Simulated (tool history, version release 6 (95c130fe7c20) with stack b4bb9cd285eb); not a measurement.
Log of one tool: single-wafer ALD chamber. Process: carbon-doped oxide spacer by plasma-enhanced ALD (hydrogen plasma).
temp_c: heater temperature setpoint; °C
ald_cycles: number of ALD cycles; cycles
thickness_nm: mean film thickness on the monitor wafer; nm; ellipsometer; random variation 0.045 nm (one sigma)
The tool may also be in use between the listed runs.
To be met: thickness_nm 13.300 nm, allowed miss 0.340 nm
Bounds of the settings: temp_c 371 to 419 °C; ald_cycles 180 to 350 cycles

run  hour  temp_c  ald_cycles  thickness_nm
  1   0.0     395         265        11.757
  2   4.7     395         287        12.704
  3   7.3     395         319        14.095
  4  13.8     395         316        13.971
  5  19.6     395         314        13.874
  6  28.0     395         312        13.817
  7  37.0     395         310        13.683
  8  44.2     395         309        13.663

4 next moves are on the table. One of them brings every result within its allowed miss. Which?
  A  51.4     402         319             ?
  B  51.4     400         301             ?
  C  51.4     392         323             ?
  D  51.4     395         317             ?

move  thickness_nm
   A        14.022
   B        13.313
   C        14.292
   D        14.026
A: further off than the last run
B: meets every target
C: further off than the last run
D: further off than the last run
Move B is the one to make.
